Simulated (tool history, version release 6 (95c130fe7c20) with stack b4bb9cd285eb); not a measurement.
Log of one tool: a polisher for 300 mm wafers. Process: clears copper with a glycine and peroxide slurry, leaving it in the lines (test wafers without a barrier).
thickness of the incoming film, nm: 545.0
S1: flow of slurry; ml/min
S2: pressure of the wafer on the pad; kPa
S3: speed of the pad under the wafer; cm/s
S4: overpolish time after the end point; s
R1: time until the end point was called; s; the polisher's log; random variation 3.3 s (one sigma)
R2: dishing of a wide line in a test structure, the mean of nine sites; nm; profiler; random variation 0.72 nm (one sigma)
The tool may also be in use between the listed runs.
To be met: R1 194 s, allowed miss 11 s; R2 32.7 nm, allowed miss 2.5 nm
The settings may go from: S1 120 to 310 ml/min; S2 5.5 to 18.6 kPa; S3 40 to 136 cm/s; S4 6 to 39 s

run	day	S1	S2	S3	S4	R1	R2
1	0	200	11.7	88	20	134.95	52.395
2	0.167	200	11.7	88	12	137.09	34.09
3	0.475	200	11.7	88	6	134.32	18.188
4	0.788	200	11	86	8	142.81	22.761
5	1.008	200	11	102	8	123.64	24.67
6	1.154	200	10.3	100	10	135.9	29.008
7	1.283	200	9.7	100	10	143	27.199
8	1.55	200	9	100	11	155.49	30.223
9	1.675	200	8.3	100	11	156.19	27.79
10	1.85	200	7.6	100	12	176.5	29.141
11	2.108	200	6.9	102	13	179.19	29.414
12	2.138	200	6.2	102	14	185.53	28.457

Which of these 4 next moves meets every target?
A	2.167	205	6.2	106	13	?	?
B	2.167	225	6.2	98	17	?	?
C	2.167	140	5.5	92	15	?	?
D	2.167	225	6.9	106	20	?	?

move	R1	R2
A	184.59	27.423
B	191.16	33.496
C	229.94	25.705
D	170.6	41.887
A: further off than the last run
B: meets every target
C: further off than the last run
D: takes the result that was furthest off past its target
Move B is the one to make.
